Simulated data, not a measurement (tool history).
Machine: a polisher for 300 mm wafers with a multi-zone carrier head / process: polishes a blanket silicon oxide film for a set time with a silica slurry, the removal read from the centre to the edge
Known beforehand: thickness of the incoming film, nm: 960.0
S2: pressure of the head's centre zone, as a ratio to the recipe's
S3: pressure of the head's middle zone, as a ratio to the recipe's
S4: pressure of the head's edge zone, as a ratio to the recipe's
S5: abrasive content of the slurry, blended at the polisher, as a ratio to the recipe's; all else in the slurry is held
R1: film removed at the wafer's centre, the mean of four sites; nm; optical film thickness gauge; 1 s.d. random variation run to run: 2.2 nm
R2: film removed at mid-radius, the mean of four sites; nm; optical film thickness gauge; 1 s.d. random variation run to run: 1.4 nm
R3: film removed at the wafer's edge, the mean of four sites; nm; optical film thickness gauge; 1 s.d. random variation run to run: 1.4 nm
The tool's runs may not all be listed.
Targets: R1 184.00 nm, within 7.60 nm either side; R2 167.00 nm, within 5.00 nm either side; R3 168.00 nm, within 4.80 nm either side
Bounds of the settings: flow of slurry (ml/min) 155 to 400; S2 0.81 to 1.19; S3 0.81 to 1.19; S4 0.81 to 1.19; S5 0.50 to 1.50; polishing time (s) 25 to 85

Run 1, hour 0.0: flow of slurry (ml/min) 255, S2 1.00, S3 1.00, S4 1.00, S5 1.00, polishing time (s) 55. Result: R1 144.35 nm, R2 142.17 nm, R3 136.19 nm.
Run 2, hour 2.9: flow of slurry (ml/min) 260, S2 1.01, S3 1.00, S4 1.02, S5 1.05, polishing time (s) 55. Result: R1 150.19 nm, R2 145.10 nm, R3 141.87 nm.
Run 3, hour 6.5: flow of slurry (ml/min) 265, S2 1.02, S3 1.01, S4 1.04, S5 1.05, polishing time (s) 55. Result: R1 148.30 nm, R2 145.47 nm, R3 144.81 nm.
Run 4, hour 14.2: flow of slurry (ml/min) 265, S2 1.02, S3 1.01, S4 1.04, S5 0.95, polishing time (s) 55. Result: R1 143.73 nm, R2 141.50 nm, R3 137.10 nm.
Run 5, hour 15.9: flow of slurry (ml/min) 265, S2 1.02, S3 1.01, S4 1.01, S5 0.95, polishing time (s) 55. Result: R1 146.18 nm, R2 143.92 nm, R3 136.12 nm.
Run 6, hour 24.7: flow of slurry (ml/min) 265, S2 1.02, S3 0.94, S4 1.01, S5 0.95, polishing time (s) 55. Result: R1 140.53 nm, R2 132.71 nm, R3 134.05 nm.
Run 7, hour 25.3: flow of slurry (ml/min) 270, S2 1.04, S3 0.96, S4 1.03, S5 0.95, polishing time (s) 55. Result: R1 147.51 nm, R2 135.41 nm, R3 139.91 nm.
Run 8, hour 32.4: flow of slurry (ml/min) 280, S2 1.05, S3 0.98, S4 1.04, S5 0.95, polishing time (s) 55. Result: R1 150.79 nm, R2 138.78 nm, R3 137.74 nm.
Run 9, hour 33.2: flow of slurry (ml/min) 280, S2 1.05, S3 0.98, S4 1.04, S5 0.95, polishing time (s) 55. Result: R1 151.38 nm, R2 140.65 nm, R3 137.86 nm.
Run 10, hour 33.8: flow of slurry (ml/min) 280, S2 1.06, S3 0.99, S4 1.05, S5 1.00, polishing time (s) 55. Result: R1 154.36 nm, R2 144.68 nm, R3 141.90 nm.

4 candidate next runs follow, results not yet known. Just one meets every target within its allowed miss. Identify it.
Run A, hour 34.4: flow of slurry (ml/min) 225, S2 0.96, S3 1.06, S4 1.07, S5 1.05, polishing time (s) 67. Result: R1 ?, R2 ?, R3 ?.
Run B, hour 34.4: flow of slurry (ml/min) 270, S2 1.10, S3 1.02, S4 1.12, S5 0.85, polishing time (s) 67. Result: R1 ?, R2 ?, R3 ?.
Run C, hour 34.4: flow of slurry (ml/min) 325, S2 1.16, S3 1.14, S4 0.91, S5 0.95, polishing time (s) 47. Result: R1 ?, R2 ?, R3 ?.
Run D, hour 34.4: flow of slurry (ml/min) 255, S2 1.15, S3 0.94, S4 1.04, S5 0.90, polishing time (s) 51. Result: R1 ?, R2 ?, R3 ?.

move      R1      R2      R3
   A  167.84  183.73  176.17
   B  180.81  166.90  168.09
   C  143.27  136.54  113.16
   D  146.32  121.35  125.81
A: carries the result that was furthest off beyond its target, to the other side
B: all results land within tolerance of their targets
C: lands further from the targets than the last run did
D: lands further from the targets than the last run did
Correct choice: B, which meets every target
